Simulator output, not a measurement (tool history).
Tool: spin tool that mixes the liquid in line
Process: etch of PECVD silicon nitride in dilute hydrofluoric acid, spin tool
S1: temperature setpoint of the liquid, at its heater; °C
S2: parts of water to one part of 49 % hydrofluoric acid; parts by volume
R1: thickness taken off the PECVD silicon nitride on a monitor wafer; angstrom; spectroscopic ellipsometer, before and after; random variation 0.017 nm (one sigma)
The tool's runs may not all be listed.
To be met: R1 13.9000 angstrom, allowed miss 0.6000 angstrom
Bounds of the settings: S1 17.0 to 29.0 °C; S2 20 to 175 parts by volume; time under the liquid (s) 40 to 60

{"run": 1, "hour": 0.0, "S1": 21.0, "S2": 95, "time under the liquid (s)": 60, "R1": 9.0884}
{"run": 2, "hour": 8.4, "S1": 22.5, "S2": 95, "time under the liquid (s)": 60, "R1": 9.9686}
{"run": 3, "hour": 9.0, "S1": 22.5, "S2": 95, "time under the liquid (s)": 60, "R1": 10.162}
{"run": 4, "hour": 15.5, "S1": 23.5, "S2": 95, "time under the liquid (s)": 60, "R1": 10.83}
{"run": 5, "hour": 24.5, "S1": 23.5, "S2": 95, "time under the liquid (s)": 60, "R1": 10.832}
{"run": 6, "hour": 32.8, "S1": 23.5, "S2": 115, "time under the liquid (s)": 60, "R1": 8.9014}
{"run": 7, "hour": 39.8, "S1": 24.5, "S2": 115, "time under the liquid (s)": 60, "R1": 9.4641}
{"run": 8, "hour": 42.2, "S1": 25.5, "S2": 115, "time under the liquid (s)": 60, "R1": 10.019}
{"run": 9, "hour": 48.3, "S1": 26.0, "S2": 115, "time under the liquid (s)": 60, "R1": 10.565}
{"run": 10, "hour": 52.8, "S1": 26.5, "S2": 115, "time under the liquid (s)": 60, "R1": 10.665}

4 next moves are on the table. One of them brings every result within its allowed miss. Which?
{"run": "A", "hour": 57.3, "S1": 28.5, "S2": 90, "time under the liquid (s)": 60, "R1": "?"}
{"run": "B", "hour": 57.3, "S1": 24.0, "S2": 130, "time under the liquid (s)": 55, "R1": "?"}
{"run": "C", "hour": 57.3, "S1": 29.0, "S2": 105, "time under the liquid (s)": 60, "R1": "?"}
{"run": "D", "hour": 57.3, "S1": 28.0, "S2": 110, "time under the liquid (s)": 60, "R1": "?"}

move=A R1=15.4400
move=B R1=7.3463
move=C R1=13.6590
move=D R1=12.2370
A: takes the result that was furthest off past its target
B: further off than the last run
C: meets every target
D: nearer than the last run, and not there yet
The right move is C.
